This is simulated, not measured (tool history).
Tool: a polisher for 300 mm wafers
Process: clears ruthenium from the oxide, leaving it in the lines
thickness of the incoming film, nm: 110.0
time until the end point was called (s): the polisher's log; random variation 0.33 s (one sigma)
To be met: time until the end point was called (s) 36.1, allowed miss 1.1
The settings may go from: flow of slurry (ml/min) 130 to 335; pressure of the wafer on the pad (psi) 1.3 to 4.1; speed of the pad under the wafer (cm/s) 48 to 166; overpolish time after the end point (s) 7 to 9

run,hour,flow of slurry (ml/min),pressure of the wafer on the pad (psi),speed of the pad under the wafer (cm/s),overpolish time after the end point (s),time until the end point was called (s)
1,0,215,2.7,106,9,57.904
2,3.1,215,2.7,128,9,48.042
3,6.7,215,2.3,128,9,56.323
4,10.1,215,2.1,128,9,60.473
5,14.7,215,2.3,128,9,55.863
6,16.6,215,2.5,128,9,51.587
7,19.1,215,2.6,128,9,48.673
8,23.7,215,2.7,128,9,48.006
9,26.2,215,2.8,128,9,46.414
10,27.3,215,2.9,128,9,44.862

5 next moves are on the table. One of them brings every result within its allowed miss. Which?
A,28.4,190,2.5,132,9,?
B,28.4,195,3,154,8,?
C,28.4,255,2.9,144,9,?
D,28.4,200,3.3,152,7,?
E,28.4,190,2.4,116,7,?

move,time until the end point was called (s)
A,50.837
B,36.502
C,38.991
D,33.577
E,59.978
A: further off than the last run
B: meets every target
C: nearer than the last run, and not there yet
D: takes the result that was furthest off past its target
E: further off than the last run
The right move is B.
